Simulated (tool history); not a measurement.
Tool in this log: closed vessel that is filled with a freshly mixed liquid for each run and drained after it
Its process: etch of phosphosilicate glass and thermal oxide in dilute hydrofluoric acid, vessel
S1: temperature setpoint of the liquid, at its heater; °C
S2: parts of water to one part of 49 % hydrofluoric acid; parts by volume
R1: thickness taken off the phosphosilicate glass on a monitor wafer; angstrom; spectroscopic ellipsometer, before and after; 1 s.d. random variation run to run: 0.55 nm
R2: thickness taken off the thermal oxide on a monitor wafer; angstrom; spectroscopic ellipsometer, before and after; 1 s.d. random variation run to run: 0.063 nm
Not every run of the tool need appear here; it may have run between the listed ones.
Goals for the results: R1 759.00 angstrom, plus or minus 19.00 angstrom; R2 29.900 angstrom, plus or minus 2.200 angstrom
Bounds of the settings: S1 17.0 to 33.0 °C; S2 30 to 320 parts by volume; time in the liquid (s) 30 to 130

{"run": 1, "hour": 0.0, "S1": 25.0, "S2": 175, "time in the liquid (s)": 65, "R1": 448.69, "R2": 18.244}
{"run": 2, "hour": 7.0, "S1": 27.5, "S2": 175, "time in the liquid (s)": 65, "R1": 494.07, "R2": 19.67}
{"run": 3, "hour": 14.8, "S1": 27.5, "S2": 175, "time in the liquid (s)": 90, "R1": 681.36, "R2": 27.398}
{"run": 4, "hour": 17.1, "S1": 27.5, "S2": 175, "time in the liquid (s)": 75, "R1": 576.97, "R2": 22.867}
{"run": 5, "hour": 19.1, "S1": 28.0, "S2": 175, "time in the liquid (s)": 75, "R1": 578.83, "R2": 22.637}
{"hour": 25.5, "done": "hydrofluoric acid flow meter replaced"}
{"run": 6, "hour": 25.5, "S1": 29.5, "S2": 175, "time in the liquid (s)": 75, "R1": 558.29, "R2": 20.948}
{"run": 7, "hour": 32.1, "S1": 29.5, "S2": 170, "time in the liquid (s)": 75, "R1": 577.28, "R2": 22.3}
{"run": 8, "hour": 33.0, "S1": 33.0, "S2": 145, "time in the liquid (s)": 75, "R1": 792.8, "R2": 31.916}

5 next moves are on the table. One of them brings every result within its allowed miss. Which?
{"run": "A", "hour": 33.9, "S1": 32.0, "S2": 115, "time in the liquid (s)": 60, "R1": "?", "R2": "?"}
{"run": "B", "hour": 33.9, "S1": 33.0, "S2": 165, "time in the liquid (s)": 95, "R1": "?", "R2": "?"}
{"run": "C", "hour": 33.9, "S1": 33.0, "S2": 175, "time in the liquid (s)": 90, "R1": "?", "R2": "?"}
{"run": "D", "hour": 33.9, "S1": 32.5, "S2": 145, "time in the liquid (s)": 80, "R1": "?", "R2": "?"}
{"run": "E", "hour": 33.9, "S1": 33.0, "S2": 180, "time in the liquid (s)": 105, "R1": "?", "R2": "?"}

move=A R1=801.33 R2=32.763
move=B R1=853.92 R2=34.913
move=C R1=752.44 R2=30.764
move=D R1=826.71 R2=33.801
move=E R1=847.74 R2=34.660
A: the biggest miss grows against the last run
B: the biggest miss grows against the last run
C: hits every target within its allowed miss
D: the biggest miss grows against the last run
E: the biggest miss grows against the last run
Answer: C

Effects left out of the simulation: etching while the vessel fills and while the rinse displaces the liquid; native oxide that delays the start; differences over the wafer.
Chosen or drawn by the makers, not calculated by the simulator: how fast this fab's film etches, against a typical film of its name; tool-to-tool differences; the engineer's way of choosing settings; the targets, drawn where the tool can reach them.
